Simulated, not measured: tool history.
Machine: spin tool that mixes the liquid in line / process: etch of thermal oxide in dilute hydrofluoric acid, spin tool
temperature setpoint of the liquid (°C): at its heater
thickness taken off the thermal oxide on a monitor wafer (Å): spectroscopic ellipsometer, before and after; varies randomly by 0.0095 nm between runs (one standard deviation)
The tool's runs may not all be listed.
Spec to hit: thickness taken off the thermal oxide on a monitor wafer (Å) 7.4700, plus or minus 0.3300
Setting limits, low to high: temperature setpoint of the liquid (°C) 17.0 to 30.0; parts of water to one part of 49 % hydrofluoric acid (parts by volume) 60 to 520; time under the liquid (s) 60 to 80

run    day  temperature setpoint of the liquid (°C)  parts of water to one part of 49 % hydrofluoric acid (parts by volume)  time under the liquid (s)  thickness taken off the thermal oxide on a monitor wafer (Å)
  1  0.000                                     22.0                                                                     290                         80                                                        8.9949
  2  0.250                                     21.0                                                                     295                         80                                                        8.3720
  3  0.350                                     20.5                                                                     295                         80                                                        8.2421
  4  0.704                                     20.0                                                                     295                         80                                                        8.2613
     1.000  -- hydrofluoric acid flow meter replaced
  5  1.000                                     19.5                                                                     300                         80                                                        8.8505
  6  1.208                                     19.5                                                                     230                         80                                                       12.5510
  7  1.496                                     17.0                                                                     340                         80                                                        6.7854
  8  1.746                                     17.0                                                                     335                         80                                                        6.9639

Which single option among these 4 for the next run brings every result within its allowed miss of target? Just one does.
  A  1.996                                     21.5                                                                     355                         70                                                             ?
  B  1.996                                     17.0                                                                     300                         80                                                             ?
  C  1.996                                     17.0                                                                     355                         80                                                             ?
  D  1.996                                     19.0                                                                     320                         75                                                             ?

move  thickness taken off the thermal oxide on a monitor wafer (Å)
   A                                                        6.8759
   B                                                        8.2783
   C                                                        6.6882
   D                                                        7.7066
A: lands further from the targets than the last run did
B: moves the result that the last run missed by most past its target, out the other side
C: lands further from the targets than the last run did
D: each result inside its tolerance
Move D is the one to make.

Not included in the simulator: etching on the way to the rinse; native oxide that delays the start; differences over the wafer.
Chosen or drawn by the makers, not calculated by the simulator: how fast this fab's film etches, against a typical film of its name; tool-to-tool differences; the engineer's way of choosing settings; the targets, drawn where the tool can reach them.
